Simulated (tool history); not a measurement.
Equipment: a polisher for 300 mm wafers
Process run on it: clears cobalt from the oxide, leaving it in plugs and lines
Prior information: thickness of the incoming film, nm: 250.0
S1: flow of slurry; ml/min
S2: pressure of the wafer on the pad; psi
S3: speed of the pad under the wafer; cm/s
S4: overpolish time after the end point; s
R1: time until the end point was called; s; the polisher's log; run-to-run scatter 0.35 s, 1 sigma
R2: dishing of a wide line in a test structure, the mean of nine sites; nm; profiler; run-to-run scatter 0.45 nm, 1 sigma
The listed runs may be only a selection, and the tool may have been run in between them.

run	hour	S1	S2	S3	S4	R1	R2
1	0	230	2	126	13	34.292	60.034
2	3.9	225	1.9	126	10	36.639	48.946
3	9.4	195	1.8	130	8	36.999	41.006
4	14.2	195	1.8	150	8	32.523	44.09
5	16	175	1.5	162	7	35.093	37.265
6	17.9	175	1.5	162	5	34.553	29.174
7	20.4	185	1.3	168	5	36.459	28.604
8	22.5	170	1.2	176	5	37.934	28.232
9	23.9	165	1.1	182	5	38.376	26.89

What does the tool deliver on the next run?
10	32.6	165	1.1	182	5	?	?

For run 10 the tool returned R1 38.181 s, R2 26.822 nm.

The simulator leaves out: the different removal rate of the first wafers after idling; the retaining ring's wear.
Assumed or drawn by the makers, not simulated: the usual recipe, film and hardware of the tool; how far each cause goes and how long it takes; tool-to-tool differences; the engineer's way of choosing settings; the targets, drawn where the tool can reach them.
